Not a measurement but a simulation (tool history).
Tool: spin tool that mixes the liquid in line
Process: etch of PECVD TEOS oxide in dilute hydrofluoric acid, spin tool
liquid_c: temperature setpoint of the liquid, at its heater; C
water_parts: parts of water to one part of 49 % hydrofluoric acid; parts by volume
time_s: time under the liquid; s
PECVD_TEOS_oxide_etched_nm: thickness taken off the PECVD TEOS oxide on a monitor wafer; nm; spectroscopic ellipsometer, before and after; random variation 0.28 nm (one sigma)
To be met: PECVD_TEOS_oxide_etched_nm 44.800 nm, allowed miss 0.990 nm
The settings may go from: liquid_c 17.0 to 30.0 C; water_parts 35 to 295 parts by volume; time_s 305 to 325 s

Run 1, hour 0.0: liquid_c 22.0 C, water_parts 165 parts by volume, time_s 305 s. Result: PECVD_TEOS_oxide_etched_nm 17.740 nm.
Run 2, hour 4.7: liquid_c 23.0 C, water_parts 150 parts by volume, time_s 305 s. Result: PECVD_TEOS_oxide_etched_nm 20.791 nm.
Run 3, hour 11.4: liquid_c 24.0 C, water_parts 140 parts by volume, time_s 305 s. Result: PECVD_TEOS_oxide_etched_nm 23.460 nm.
Run 4, hour 18.3: liquid_c 25.0 C, water_parts 130 parts by volume, time_s 305 s. Result: PECVD_TEOS_oxide_etched_nm 26.640 nm.
Run 5, hour 22.0: liquid_c 22.0 C, water_parts 130 parts by volume, time_s 305 s. Result: PECVD_TEOS_oxide_etched_nm 23.159 nm.
Run 6, hour 24.0: liquid_c 19.0 C, water_parts 130 parts by volume, time_s 305 s. Result: PECVD_TEOS_oxide_etched_nm 20.939 nm.
Run 7, hour 26.2: liquid_c 20.5 C, water_parts 125 parts by volume, time_s 305 s. Result: PECVD_TEOS_oxide_etched_nm 23.063 nm.
Run 8, hour 34.0: liquid_c 22.0 C, water_parts 120 parts by volume, time_s 305 s. Result: PECVD_TEOS_oxide_etched_nm 25.816 nm.
Run 9, hour 35.3: liquid_c 23.0 C, water_parts 115 parts by volume, time_s 305 s. Result: PECVD_TEOS_oxide_etched_nm 27.911 nm.
Run 10, hour 42.4: liquid_c 23.0 C, water_parts 115 parts by volume, time_s 305 s. Result: PECVD_TEOS_oxide_etched_nm 28.119 nm.
Run 11, hour 43.4: liquid_c 24.0 C, water_parts 110 parts by volume, time_s 305 s. Result: PECVD_TEOS_oxide_etched_nm 30.683 nm.

5 next moves are on the table. One of them brings every result within its allowed miss. Which?
Run A, hour 44.4: liquid_c 24.5 C, water_parts 85 parts by volume, time_s 325 s. Result: PECVD_TEOS_oxide_etched_nm ?.
Run B, hour 44.4: liquid_c 22.0 C, water_parts 75 parts by volume, time_s 325 s. Result: PECVD_TEOS_oxide_etched_nm ?.
Run C, hour 44.4: liquid_c 24.5 C, water_parts 95 parts by volume, time_s 305 s. Result: PECVD_TEOS_oxide_etched_nm ?.
Run D, hour 44.4: liquid_c 24.0 C, water_parts 80 parts by volume, time_s 325 s. Result: PECVD_TEOS_oxide_etched_nm ?.
Run E, hour 44.4: liquid_c 21.0 C, water_parts 145 parts by volume, time_s 305 s. Result: PECVD_TEOS_oxide_etched_nm ?.

move  PECVD_TEOS_oxide_etched_nm
   A                      44.872
   B                      46.537
   C                      37.205
   D                      47.029
   E                      20.032
A: meets every target
B: takes the result that was furthest off past its target
C: nearer than the last run, and not there yet
D: takes the result that was furthest off past its target
E: further off than the last run
The right move is A.

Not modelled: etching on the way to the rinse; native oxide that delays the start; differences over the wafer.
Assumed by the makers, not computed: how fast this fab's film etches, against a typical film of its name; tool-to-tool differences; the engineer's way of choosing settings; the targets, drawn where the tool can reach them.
